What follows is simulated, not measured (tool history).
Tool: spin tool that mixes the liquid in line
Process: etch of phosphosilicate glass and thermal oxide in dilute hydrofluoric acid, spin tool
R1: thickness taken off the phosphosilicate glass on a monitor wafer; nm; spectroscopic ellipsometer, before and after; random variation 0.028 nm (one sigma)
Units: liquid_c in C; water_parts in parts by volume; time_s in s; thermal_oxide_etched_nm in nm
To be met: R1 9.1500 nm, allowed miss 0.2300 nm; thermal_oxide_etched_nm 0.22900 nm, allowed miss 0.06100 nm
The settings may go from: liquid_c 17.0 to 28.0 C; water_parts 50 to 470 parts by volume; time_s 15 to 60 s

run 1 hour=0.0 | liquid_c=20.0 water_parts=260 time_s=30 | R1=17.1890 thermal_oxide_etched_nm=0.50151
run 2 hour=8.1 | liquid_c=18.0 water_parts=260 time_s=30 | R1=16.0180 thermal_oxide_etched_nm=0.36313
run 3 hour=14.9 | liquid_c=18.0 water_parts=175 time_s=30 | R1=25.6490 thermal_oxide_etched_nm=0.65984
run 4 hour=19.7 | liquid_c=18.5 water_parts=235 time_s=30 | R1=18.4190 thermal_oxide_etched_nm=0.43523
run 5 hour=23.7 | liquid_c=18.5 water_parts=155 time_s=30 | R1=30.1960 thermal_oxide_etched_nm=0.75340
run 6 hour=28.4 | liquid_c=18.5 water_parts=155 time_s=25 | R1=25.2460 thermal_oxide_etched_nm=0.67288
run 7 hour=29.9 | liquid_c=18.5 water_parts=210 time_s=25 | R1=17.6350 thermal_oxide_etched_nm=0.42826
run 8 hour=38.6 | liquid_c=18.5 water_parts=210 time_s=25 | R1=17.4890 thermal_oxide_etched_nm=0.46899
run 9 hour=42.4 | liquid_c=17.0 water_parts=315 time_s=25 | R1=10.0730 thermal_oxide_etched_nm=0.23921
run 10 hour=49.7 | liquid_c=17.0 water_parts=315 time_s=25 | R1=10.0970 thermal_oxide_etched_nm=0.24907
run 11 hour=58.1 | liquid_c=17.0 water_parts=320 time_s=25 | R1=9.8439 thermal_oxide_etched_nm=0.23077
run 12 hour=60.2 | liquid_c=17.5 water_parts=325 time_s=25 | R1=9.8697 thermal_oxide_etched_nm=0.26098

5 next moves are on the table. One of them brings every result within its allowed miss. Which?
run A hour=62.3 | liquid_c=17.0 water_parts=250 time_s=20 | R1=? thermal_oxide_etched_nm=?
run B hour=62.3 | liquid_c=19.0 water_parts=315 time_s=25 | R1=? thermal_oxide_etched_nm=?
run C hour=62.3 | liquid_c=18.0 water_parts=355 time_s=30 | R1=? thermal_oxide_etched_nm=?
run D hour=62.3 | liquid_c=19.0 water_parts=460 time_s=35 | R1=? thermal_oxide_etched_nm=?
run E hour=62.3 | liquid_c=17.0 water_parts=355 time_s=30 | R1=? thermal_oxide_etched_nm=?

move=A R1=10.7350 thermal_oxide_etched_nm=0.28128
move=B R1=10.8560 thermal_oxide_etched_nm=0.28444
move=C R1=10.7770 thermal_oxide_etched_nm=0.28236
move=D R1=9.2445 thermal_oxide_etched_nm=0.24221
move=E R1=10.3890 thermal_oxide_etched_nm=0.27220
A: further off than the last run
B: further off than the last run
C: further off than the last run
D: meets every target
E: further off than the last run
The right move is D.
